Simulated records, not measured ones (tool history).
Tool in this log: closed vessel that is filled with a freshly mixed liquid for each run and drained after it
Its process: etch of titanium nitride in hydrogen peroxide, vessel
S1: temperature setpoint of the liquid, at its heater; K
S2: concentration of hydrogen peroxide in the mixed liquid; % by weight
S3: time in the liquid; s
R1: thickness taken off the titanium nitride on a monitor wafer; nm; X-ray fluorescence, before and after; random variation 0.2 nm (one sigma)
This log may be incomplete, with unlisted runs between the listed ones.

run 1 day=0.000 | S1=326.15 S2=16.0 S3=550 | R1=44.574
run 2 day=0.267 | S1=325.15 S2=16.0 S3=550 | R1=40.976
run 3 day=0.300 | S1=324.15 S2=16.0 S3=550 | R1=38.296
run 4 day=0.646 | S1=323.15 S2=16.0 S3=550 | R1=35.368
run 5 day=0.904 | S1=326.65 S2=16.0 S3=550 | R1=45.625
run 6 day=1.192 | S1=326.65 S2=16.0 S3=590 | R1=48.050
run 7 day=1.496 | S1=318.65 S2=15.5 S3=590 | R1=27.330
run 8 day=1.575 | S1=318.15 S2=15.5 S3=590 | R1=25.737

Run 9, settings as shown, results not yet in. Your forecast:
run 9 day=1.883 | S1=317.65 S2=15.5 S3=590 | R1=?

R1: 25.099 nm
